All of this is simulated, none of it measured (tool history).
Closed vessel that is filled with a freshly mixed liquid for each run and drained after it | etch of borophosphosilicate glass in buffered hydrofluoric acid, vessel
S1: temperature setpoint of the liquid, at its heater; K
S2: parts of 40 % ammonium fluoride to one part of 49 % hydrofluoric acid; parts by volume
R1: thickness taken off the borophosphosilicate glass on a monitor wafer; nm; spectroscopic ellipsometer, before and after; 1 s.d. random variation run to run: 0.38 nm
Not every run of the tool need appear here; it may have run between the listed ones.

run 1 hour=0.0 | S1=297.15 S2=12.5 time_in_the_liquid_(s)=35 | R1=46.256
run 2 hour=7.6 | S1=298.65 S2=12.5 time_in_the_liquid_(s)=35 | R1=50.256
run 3 hour=15.1 | S1=300.15 S2=12.5 time_in_the_liquid_(s)=35 | R1=53.845
run 4 hour=17.3 | S1=303.15 S2=12.5 time_in_the_liquid_(s)=35 | R1=63.124
run 5 hour=22.8 | S1=301.15 S2=12.5 time_in_the_liquid_(s)=35 | R1=57.459
run 6 hour=24.4 | S1=302.15 S2=12.5 time_in_the_liquid_(s)=35 | R1=60.706
run 7 hour=27.8 | S1=302.65 S2=12.5 time_in_the_liquid_(s)=35 | R1=62.410
run 8 hour=36.8 | S1=303.15 S2=12.5 time_in_the_liquid_(s)=35 | R1=63.033
run 9 hour=40.9 | S1=303.65 S2=12.5 time_in_the_liquid_(s)=35 | R1=65.060
run 10 hour=46.3 | S1=304.15 S2=12.5 time_in_the_liquid_(s)=35 | R1=66.395

Predict the results of run 11:
run 11 hour=50.3 | S1=304.15 S2=12.5 time_in_the_liquid_(s)=35 | R1=?

R1: 67.154 nm
